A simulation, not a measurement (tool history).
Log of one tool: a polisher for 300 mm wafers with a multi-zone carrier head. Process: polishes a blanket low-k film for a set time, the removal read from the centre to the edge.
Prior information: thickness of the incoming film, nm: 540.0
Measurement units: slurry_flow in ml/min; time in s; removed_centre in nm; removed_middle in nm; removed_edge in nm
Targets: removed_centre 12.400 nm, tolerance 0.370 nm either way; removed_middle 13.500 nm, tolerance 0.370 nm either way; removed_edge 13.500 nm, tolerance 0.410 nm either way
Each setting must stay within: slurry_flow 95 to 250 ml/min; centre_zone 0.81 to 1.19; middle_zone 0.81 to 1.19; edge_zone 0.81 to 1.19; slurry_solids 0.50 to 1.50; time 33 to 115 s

run 1 day=0.000 | slurry_flow=160 centre_zone=1.00 middle_zone=1.00 edge_zone=1.00 slurry_solids=1.00 time=73 | removed_centre=26.477 removed_middle=26.461 removed_edge=26.437
run 2 day=0.158 | slurry_flow=155 centre_zone=0.98 middle_zone=0.99 edge_zone=0.98 slurry_solids=0.95 time=70 | removed_centre=23.500 removed_middle=24.166 removed_edge=24.632
run 3 day=0.429 | slurry_flow=155 centre_zone=0.98 middle_zone=0.99 edge_zone=0.96 slurry_solids=0.90 time=67 | removed_centre=22.004 removed_middle=22.783 removed_edge=22.425
run 4 day=0.788 | slurry_flow=155 centre_zone=0.98 middle_zone=0.99 edge_zone=0.96 slurry_solids=0.80 time=67 | removed_centre=20.888 removed_middle=20.931 removed_edge=21.112
run 5 day=1.025 | slurry_flow=155 centre_zone=0.97 middle_zone=0.99 edge_zone=0.95 slurry_solids=0.75 time=65 | removed_centre=19.190 removed_middle=19.998 removed_edge=19.458
run 6 day=1.362 | slurry_flow=155 centre_zone=1.02 middle_zone=0.99 edge_zone=0.95 slurry_solids=0.75 time=65 | removed_centre=20.082 removed_middle=19.823 removed_edge=19.377
run 7 day=1.629 | slurry_flow=150 centre_zone=1.00 middle_zone=0.98 edge_zone=0.94 slurry_solids=0.70 time=64 | removed_centre=18.223 removed_middle=17.977 removed_edge=18.393
run 8 day=1.912 | slurry_flow=150 centre_zone=0.99 middle_zone=0.98 edge_zone=0.93 slurry_solids=0.70 time=63 | removed_centre=17.871 removed_middle=17.952 removed_edge=17.896
run 9 day=1.967 | slurry_flow=150 centre_zone=0.98 middle_zone=0.97 edge_zone=0.92 slurry_solids=0.70 time=62 | removed_centre=17.201 removed_middle=17.695 removed_edge=17.581
run 10 day=2.250 | slurry_flow=150 centre_zone=0.97 middle_zone=0.96 edge_zone=0.91 slurry_solids=0.70 time=62 | removed_centre=17.072 removed_middle=17.330 removed_edge=17.412
run 11 day=2.308 | slurry_flow=150 centre_zone=0.96 middle_zone=0.96 edge_zone=0.90 slurry_solids=0.70 time=62 | removed_centre=17.002 removed_middle=17.641 removed_edge=17.342
run 12 day=2.679 | slurry_flow=150 centre_zone=0.95 middle_zone=0.95 edge_zone=0.89 slurry_solids=0.70 time=62 | removed_centre=16.809 removed_middle=17.371 removed_edge=17.681
run 13 day=2.838 | slurry_flow=145 centre_zone=0.95 middle_zone=0.95 edge_zone=0.88 slurry_solids=0.70 time=61 | removed_centre=16.608 removed_middle=16.774 removed_edge=16.951
run 14 day=2.975 | slurry_flow=145 centre_zone=0.94 middle_zone=0.95 edge_zone=0.87 slurry_solids=0.70 time=60 | removed_centre=15.855 removed_middle=16.681 removed_edge=16.608
run 15 day=3.117 | slurry_flow=140 centre_zone=0.94 middle_zone=0.95 edge_zone=0.86 slurry_solids=0.70 time=60 | removed_centre=15.791 removed_middle=16.553 removed_edge=16.462
run 16 day=3.312 | slurry_flow=140 centre_zone=0.93 middle_zone=0.95 edge_zone=0.85 slurry_solids=0.70 time=60 | removed_centre=15.759 removed_middle=16.655 removed_edge=16.391

Of the 4 settings listed for the next run, only one would bring every result within its allowed miss of target. Which one?
run A day=3.508 | slurry_flow=135 centre_zone=0.92 middle_zone=0.97 edge_zone=0.92 slurry_solids=0.90 time=42 | removed_centre=? removed_middle=? removed_edge=?
run B day=3.508 | slurry_flow=140 centre_zone=0.94 middle_zone=1.17 edge_zone=0.81 slurry_solids=0.75 time=45 | removed_centre=? removed_middle=? removed_edge=?
run C day=3.508 | slurry_flow=135 centre_zone=0.92 middle_zone=1.00 edge_zone=0.86 slurry_solids=0.70 time=80 | removed_centre=? removed_middle=? removed_edge=?
run D day=3.508 | slurry_flow=125 centre_zone=1.08 middle_zone=0.84 edge_zone=0.85 slurry_solids=0.75 time=71 | removed_centre=? removed_middle=? removed_edge=?

move=A removed_centre=12.537 removed_middle=13.571 removed_edge=13.812
move=B removed_centre=12.431 removed_middle=14.911 removed_edge=12.761
move=C removed_centre=20.439 removed_middle=22.570 removed_edge=22.002
move=D removed_centre=21.812 removed_middle=18.374 removed_edge=20.120
A: meets every target
B: the furthest-off result lands on target, but another misses its tolerance
C: further off than the last run
D: further off than the last run
The right move is A.
